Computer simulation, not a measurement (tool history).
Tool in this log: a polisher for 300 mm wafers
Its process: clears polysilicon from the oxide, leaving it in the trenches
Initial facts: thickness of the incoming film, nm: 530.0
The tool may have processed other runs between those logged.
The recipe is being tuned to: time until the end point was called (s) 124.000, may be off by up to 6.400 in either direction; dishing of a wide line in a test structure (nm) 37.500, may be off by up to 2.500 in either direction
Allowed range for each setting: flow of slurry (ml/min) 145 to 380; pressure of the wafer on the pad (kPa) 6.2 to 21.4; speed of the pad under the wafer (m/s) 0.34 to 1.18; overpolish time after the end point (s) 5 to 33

run	hour	flow of slurry (ml/min)	pressure of the wafer on the pad (kPa)	speed of the pad under the wafer (m/s)	overpolish time after the end point (s)	time until the end point was called (s)	dishing of a wide line in a test structure (nm)
1	0.0	245	13.8	0.76	17	59.753	44.435
2	3.6	245	11.0	0.72	13	75.658	38.690
3	12.2	245	9.7	0.68	16	87.765	39.317
4	13.4	245	9.7	0.68	21	89.352	41.962
5	19.8	245	8.3	0.66	20	106.130	40.440
6	27.4	245	11.7	0.66	20	77.583	41.160
7	30.2	245	9.7	0.64	19	95.748	41.232
8	38.4	245	8.3	0.64	17	108.770	37.359

Exercise: of the 4 proposed moves below, exactly one satisfies all targets within the stated allowed misses. Which move is it?
A	46.6	225	9.0	0.68	19	?	?
B	46.6	240	9.7	0.70	13	?	?
C	46.6	345	8.3	0.68	20	?	?
D	46.6	265	7.6	0.58	19	?	?

move	time until the end point was called (s)	dishing of a wide line in a test structure (nm)
A	96.638	40.045
B	87.503	37.093
C	100.380	40.160
D	125.280	37.343
A: the biggest miss grows against the last run
B: the biggest miss grows against the last run
C: the biggest miss grows against the last run
D: in spec on every target
So the answer is move D, the one that meets all the targets.
